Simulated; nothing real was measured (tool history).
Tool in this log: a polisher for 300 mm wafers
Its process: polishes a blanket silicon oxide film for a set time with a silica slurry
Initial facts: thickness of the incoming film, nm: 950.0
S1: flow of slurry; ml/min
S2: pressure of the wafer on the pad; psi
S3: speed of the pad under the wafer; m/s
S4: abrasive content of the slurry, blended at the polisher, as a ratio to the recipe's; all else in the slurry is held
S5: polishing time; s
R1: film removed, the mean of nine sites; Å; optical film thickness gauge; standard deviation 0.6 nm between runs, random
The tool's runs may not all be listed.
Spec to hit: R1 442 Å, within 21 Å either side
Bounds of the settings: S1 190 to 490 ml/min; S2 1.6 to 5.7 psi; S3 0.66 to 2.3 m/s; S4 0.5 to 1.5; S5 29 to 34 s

| run | hour | S1 | S2 | S3 | S4 | S5 | R1 |
|---|---|---|---|---|---|---|---|
| 1 | 0 | 315 | 3.6 | 1.46 | 1 | 34 | 998.3 |
| 2 | 6.1 | 315 | 3.3 | 1.4 | 1 | 34 | 881.38 |
| 3 | 10.7 | 255 | 3.3 | 1.4 | 1 | 34 | 888.36 |
| 4 | 18.1 | 255 | 3.3 | 1.7 | 1 | 34 | 1009.4 |
| 5 | 26.8 | 255 | 3.1 | 1.6 | 1 | 34 | 925.94 |
| 6 | 31 | 255 | 3.1 | 1.6 | 1 | 29 | 786.41 |
| 7 | 33.6 | 255 | 2.9 | 1.56 | 1 | 29 | 700.78 |
| 8 | 38.7 | 255 | 2.7 | 1.56 | 1 | 29 | 668.96 |
| 9 | 44 | 255 | 2.7 | 1.56 | 1 | 29 | 672.06 |
| 10 | 48.3 | 255 | 1.7 | 1.32 | 0.95 | 29 | 357.22 |
| 11 | 55.7 | 255 | 1.8 | 1.32 | 0.95 | 29 | 385.76 |

Which one of the following 4 next-run settings gets every result inside its allowed miss? There is exactly one.
| A | 63.1 | 335 | 2 | 1.22 | 1.05 | 32 | ? |
| B | 63.1 | 245 | 1.6 | 1.04 | 1.1 | 32 | ? |
| C | 63.1 | 195 | 2.7 | 0.9 | 0.85 | 34 | ? |
| D | 63.1 | 305 | 1.6 | 1.24 | 0.8 | 29 | ? |

| move | R1 |
|---|---|
| A | 481.02 |
| B | 338.73 |
| C | 451.62 |
| D | 311.49 |
A: takes the biggest miss from the last run beyond its target
B: further off than the last run
C: in spec on every target
D: further off than the last run
C is the move that brings every result within its allowed miss.
